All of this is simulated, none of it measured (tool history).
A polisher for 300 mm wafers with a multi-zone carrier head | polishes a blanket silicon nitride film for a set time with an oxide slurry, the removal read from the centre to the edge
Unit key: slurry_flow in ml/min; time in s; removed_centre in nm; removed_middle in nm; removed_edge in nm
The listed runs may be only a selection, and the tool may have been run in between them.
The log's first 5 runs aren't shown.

run  hour  slurry_flow  centre_zone  middle_zone  edge_zone  slurry_solids  time  removed_centre  removed_middle  removed_edge
  6  18.4          250         1.15         0.99       0.99              1    63           41.11          36.534        36.577
  7  19.8          250         1.13         0.99       0.98           0.95    62           39.63          34.906        34.485
  8  24.3          245          1.1         0.99       0.98            0.9    61          35.185          33.796        33.002
  9  27.3          240         1.09         0.98       0.97           0.85    61           34.72          32.151        31.475
 10  29.4          240         1.09         0.98       0.97           0.85    61          34.344          31.799        31.009
 11  33.6          235         1.07         0.97       0.96           0.85    61          32.424          31.961        31.464
 12  40.2          235         1.07         0.96       0.95            0.8    61          32.627          29.862        29.797
 13  47.2          230         1.05         0.96       0.94            0.8    61          31.416          29.732        29.909
 14  50.1          225         1.04         0.96       0.93           0.75    61          30.147          28.617        28.277
 15  58.7          220         1.03         0.96       0.92           0.75    61          29.647          28.486        28.097
 16  65.2          205         0.93         0.94       0.86            0.5    59          17.945          19.333         18.57
 17  66.1          210         0.94         0.95       0.88            0.5    59          17.972          19.585        18.562
 18  73.7          210         0.95         0.96       0.91            0.5    59          18.122          19.869        18.755
 19  75.4          215         0.96         0.96       0.93            0.5    59          18.936          19.498        19.377
 20  76.4          270         0.98         1.06       1.03            0.7    60           26.52          29.999        28.063
 21  83.7          260         0.98         1.05       1.02            0.7    60          26.902          29.534        28.283

Run 22 comes next. What will it give?
 22  87.9          255         0.98         1.04       1.01            0.7    60               ?               ?             ?

removed_centre: 26.67 nm
removed_middle: 29.036 nm
removed_edge: 27.818 nm
